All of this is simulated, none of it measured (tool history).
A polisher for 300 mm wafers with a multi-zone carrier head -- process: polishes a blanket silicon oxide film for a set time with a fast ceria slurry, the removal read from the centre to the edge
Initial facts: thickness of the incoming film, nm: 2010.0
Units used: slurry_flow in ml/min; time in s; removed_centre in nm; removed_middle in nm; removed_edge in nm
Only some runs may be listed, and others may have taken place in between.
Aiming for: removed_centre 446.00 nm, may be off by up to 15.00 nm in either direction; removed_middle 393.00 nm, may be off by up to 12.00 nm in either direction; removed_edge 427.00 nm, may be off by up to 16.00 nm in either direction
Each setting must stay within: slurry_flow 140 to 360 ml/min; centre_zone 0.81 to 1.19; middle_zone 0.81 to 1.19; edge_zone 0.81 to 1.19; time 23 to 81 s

{"run": 1, "hour": 0.0, "slurry_flow": 230, "centre_zone": 1.0, "middle_zone": 1.0, "edge_zone": 1.0, "time": 52, "removed_centre": 503.43, "removed_middle": 514.27, "removed_edge": 507.47}
{"run": 2, "hour": 8.0, "slurry_flow": 230, "centre_zone": 1.0, "middle_zone": 1.0, "edge_zone": 0.93, "time": 52, "removed_centre": 502.99, "removed_middle": 511.77, "removed_edge": 486.88}
{"run": 3, "hour": 9.6, "slurry_flow": 230, "centre_zone": 1.0, "middle_zone": 0.92, "edge_zone": 0.93, "time": 52, "removed_centre": 503.23, "removed_middle": 490.55, "removed_edge": 489.74}
{"run": 4, "hour": 13.0, "slurry_flow": 190, "centre_zone": 1.0, "middle_zone": 0.92, "edge_zone": 0.93, "time": 52, "removed_centre": 494.93, "removed_middle": 483.22, "removed_edge": 474.43}
{"run": 5, "hour": 16.6, "slurry_flow": 190, "centre_zone": 1.0, "middle_zone": 0.92, "edge_zone": 0.96, "time": 52, "removed_centre": 492.09, "removed_middle": 474.94, "removed_edge": 486.96}
{"run": 6, "hour": 18.3, "slurry_flow": 180, "centre_zone": 1.01, "middle_zone": 0.89, "edge_zone": 0.95, "time": 50, "removed_centre": 463.73, "removed_middle": 448.12, "removed_edge": 465.97}
{"run": 7, "hour": 19.9, "slurry_flow": 175, "centre_zone": 1.03, "middle_zone": 0.87, "edge_zone": 0.94, "time": 49, "removed_centre": 476.34, "removed_middle": 431.61, "removed_edge": 456.17}
{"run": 8, "hour": 26.8, "slurry_flow": 170, "centre_zone": 1.03, "middle_zone": 0.85, "edge_zone": 0.93, "time": 48, "removed_centre": 456.85, "removed_middle": 416.3, "removed_edge": 431.22}
{"run": 9, "hour": 33.0, "slurry_flow": 165, "centre_zone": 1.03, "middle_zone": 0.84, "edge_zone": 0.94, "time": 48, "removed_centre": 440.13, "removed_middle": 413.68, "removed_edge": 438.71}
{"run": 10, "hour": 40.4, "slurry_flow": 165, "centre_zone": 1.05, "middle_zone": 0.83, "edge_zone": 0.94, "time": 48, "removed_centre": 460.32, "removed_middle": 405.53, "removed_edge": 440.62}

Pick the move, out of 4, that brings all results within their allowed miss; only one does.
{"run": "A", "hour": 47.8, "slurry_flow": 190, "centre_zone": 1.18, "middle_zone": 0.83, "edge_zone": 0.88, "time": 43, "removed_centre": "?", "removed_middle": "?", "removed_edge": "?"}
{"run": "B", "hour": 47.8, "slurry_flow": 145, "centre_zone": 1.1, "middle_zone": 0.82, "edge_zone": 1.09, "time": 48, "removed_centre": "?", "removed_middle": "?", "removed_edge": "?"}
{"run": "C", "hour": 47.8, "slurry_flow": 180, "centre_zone": 1.04, "middle_zone": 0.82, "edge_zone": 0.94, "time": 46, "removed_centre": "?", "removed_middle": "?", "removed_edge": "?"}
{"run": "D", "hour": 47.8, "slurry_flow": 180, "centre_zone": 1.12, "middle_zone": 0.84, "edge_zone": 0.9, "time": 47, "removed_centre": "?", "removed_middle": "?", "removed_edge": "?"}

move=A removed_centre=464.04 removed_middle=378.19 removed_edge=387.27
move=B removed_centre=463.30 removed_middle=400.75 removed_edge=463.05
move=C removed_centre=441.79 removed_middle=399.07 removed_edge=424.49
move=D removed_centre=480.63 removed_middle=412.45 removed_edge=425.00
A: carries the result that was furthest off beyond its target, to the other side
B: brings the result that was furthest off to its target, and leaves another outside
C: in spec on every target
D: the biggest miss grows against the last run
Move C is the one to make.
